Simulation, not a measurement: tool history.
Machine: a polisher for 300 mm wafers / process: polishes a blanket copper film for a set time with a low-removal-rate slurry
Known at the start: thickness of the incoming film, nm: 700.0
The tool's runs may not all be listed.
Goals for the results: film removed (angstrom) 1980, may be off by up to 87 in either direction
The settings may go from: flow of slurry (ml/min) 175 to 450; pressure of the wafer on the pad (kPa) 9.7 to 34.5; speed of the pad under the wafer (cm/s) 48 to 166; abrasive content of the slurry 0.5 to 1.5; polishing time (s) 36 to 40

| run | hour | flow of slurry (ml/min) | pressure of the wafer on the pad (kPa) | speed of the pad under the wafer (cm/s) | abrasive content of the slurry | polishing time (s) | film removed (angstrom) |
|---|---|---|---|---|---|---|---|
| 1 | 0 | 290 | 22.1 | 106 | 1 | 40 | 1126.6 |
| 2 | 7.6 | 290 | 24.1 | 106 | 1 | 40 | 1233.3 |
| 3 | 13.5 | 290 | 26.2 | 106 | 1 | 40 | 1315.2 |
| 4 | 19.3 | 290 | 26.2 | 82 | 1 | 40 | 1048.2 |
| 5 | 21 | 290 | 27.6 | 88 | 1 | 40 | 1138.2 |
| 6 | 27.6 | 290 | 22.8 | 88 | 1 | 40 | 988.02 |
| 7 | 35.3 | 290 | 24.8 | 96 | 1 | 40 | 1134.5 |
| 8 | 36.9 | 290 | 26.9 | 102 | 1 | 40 | 1300.5 |
| 9 | 45.4 | 290 | 28.3 | 106 | 1 | 40 | 1395.8 |

Below are 5 possible settings for the next run. Only one of them brings all results inside the allowed miss of their targets. Which is it?
| A | 53.9 | 305 | 26.9 | 140 | 1.1 | 40 | ? |
| B | 53.9 | 285 | 33.1 | 130 | 1 | 40 | ? |
| C | 53.9 | 335 | 31.7 | 142 | 1.05 | 40 | ? |
| D | 53.9 | 330 | 34.5 | 138 | 1.1 | 40 | ? |
| E | 53.9 | 265 | 30.3 | 136 | 0.95 | 40 | ? |

| move | film removed (angstrom) |
|---|---|
| A | 1791.7 |
| B | 1937.5 |
| C | 2089.6 |
| D | 2206.2 |
| E | 1840.7 |
A: gains on the last run, yet a result remains outside its allowed miss
B: each result inside its tolerance
C: moves the result that the last run missed by most past its target, out the other side
D: moves the result that the last run missed by most past its target, out the other side
E: gains on the last run, yet a result remains outside its allowed miss
The move that meets every target is B.
